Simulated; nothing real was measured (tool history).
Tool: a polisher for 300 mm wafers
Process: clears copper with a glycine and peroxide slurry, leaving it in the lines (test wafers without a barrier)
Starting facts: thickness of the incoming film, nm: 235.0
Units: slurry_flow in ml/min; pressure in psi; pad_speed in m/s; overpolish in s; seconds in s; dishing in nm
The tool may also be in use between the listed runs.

run  hour  slurry_flow  pressure  pad_speed  overpolish  seconds  dishing
  1   0.0          190       1.6       0.88          19   74.454   45.987
  2   5.0          190       1.9       0.88          19   66.721   52.519
  3  13.6          185       1.6       0.80          21   78.399   50.911
  4  16.6          180       1.4       0.72          22   90.262   46.840
  5  19.6          180       1.4       0.72          17   90.166   38.073
  6  24.0          150       1.4       0.72          17   94.479   37.381
  7  30.3          145       1.2       0.70          19  102.270   36.286
  8  37.3          140       1.1       0.66          21  111.780   38.877

What will run 9 give?
  9  41.0          140       1.0       0.66          22        ?        ?

seconds: 116.730 s
dishing: 37.353 nm

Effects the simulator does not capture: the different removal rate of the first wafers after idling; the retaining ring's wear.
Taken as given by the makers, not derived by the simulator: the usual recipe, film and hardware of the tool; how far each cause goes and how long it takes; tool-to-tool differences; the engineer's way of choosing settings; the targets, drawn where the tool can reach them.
